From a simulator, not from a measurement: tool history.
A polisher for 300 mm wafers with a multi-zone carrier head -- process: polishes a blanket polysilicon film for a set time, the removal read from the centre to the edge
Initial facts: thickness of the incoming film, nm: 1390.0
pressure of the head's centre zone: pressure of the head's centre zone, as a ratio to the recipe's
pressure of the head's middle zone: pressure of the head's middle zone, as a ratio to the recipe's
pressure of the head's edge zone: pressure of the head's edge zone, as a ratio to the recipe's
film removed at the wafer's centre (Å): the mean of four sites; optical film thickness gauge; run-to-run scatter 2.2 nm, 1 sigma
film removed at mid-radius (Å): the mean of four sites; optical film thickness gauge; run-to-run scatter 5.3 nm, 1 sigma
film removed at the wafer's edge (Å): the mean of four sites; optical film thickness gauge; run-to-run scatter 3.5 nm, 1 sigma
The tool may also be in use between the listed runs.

run  hour  flow of slurry (ml/min)  pressure of the head's centre zone  pressure of the head's middle zone  pressure of the head's edge zone  polishing time (s)  film removed at the wafer's centre (Å)  film removed at mid-radius (Å)  film removed at the wafer's edge (Å)
  1     0                      235                                   1                                   1                                 1                  50                                  2841.2                          2955.7                                2958.6
  2   3.6                      235                                0.93                                   1                                 1                  50                                  2681.5                          3014.9                                2952.1
  3   4.3                      235                                0.86                                   1                                 1                  50                                  2533.5                          2855.7                                2959.6
  4   8.2                      245                                0.88                                1.02                              1.03                  51                                  2643.7                          3074.9                                3026.6
  5    16                      245                                0.88                                1.02                              1.03                  46                                  2377.1                          2789.1                                2713.3
  6    19                      210                                0.88                                1.02                              1.03                  46                                  2343.8                            2765                                2666.5
  7  20.4                      210                                0.88                                1.02                              1.03                  46                                    2309                          2710.2                                2684.7
  8  26.7                      215                                0.89                                1.03                              1.05                  48                                    2469                          2812.7                                2855.9
  9  29.1                      225                                 0.9                                1.06                              1.07                  50                                  2574.9                            2949                                2970.8
 10  31.5                      240                                 0.9                                1.08                              1.07                  52                                  2717.1                          3186.1                                3116.6

Forecast run 11:
 11  40.4                      250                                0.91                                1.09                              1.08                  53                                       ?                               ?                                     ?

Run 11 measured film removed at the wafer's centre (Å) 2822.2, film removed at mid-radius (Å) 3398.4, film removed at the wafer's edge (Å) 3156.2.

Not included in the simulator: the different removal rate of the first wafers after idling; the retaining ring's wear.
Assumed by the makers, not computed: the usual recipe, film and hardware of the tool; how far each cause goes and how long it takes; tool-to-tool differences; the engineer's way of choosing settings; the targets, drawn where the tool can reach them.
